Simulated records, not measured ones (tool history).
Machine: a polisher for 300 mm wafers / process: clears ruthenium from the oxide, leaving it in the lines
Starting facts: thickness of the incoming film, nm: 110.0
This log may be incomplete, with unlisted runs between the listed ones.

| run | hour | flow of slurry (ml/min) | pressure of the wafer on the pad (kPa) | speed of the pad under the wafer (m/s) | overpolish time after the end point (s) | time until the end point was called (s) |
|---|---|---|---|---|---|---|
| 1 | 0 | 260 | 19.3 | 1 | 39 | 75.073 |
| 2 | 2 | 240 | 19.3 | 1 | 39 | 75.993 |
| 3 | 9.4 | 240 | 17.2 | 1 | 39 | 84.891 |
| 4 | 13.9 | 240 | 14.5 | 1 | 39 | 101.39 |
| 5 | 14.9 | 185 | 14.5 | 1 | 39 | 105.71 |
| 6 | 22.4 | 185 | 14.5 | 1 | 39 | 104.37 |

Forecast run 7:
| 7 | 26.8 | 185 | 13.8 | 1 | 39 | ? |

{"run 7": {"time until the end point was called (s)": 111.57}}
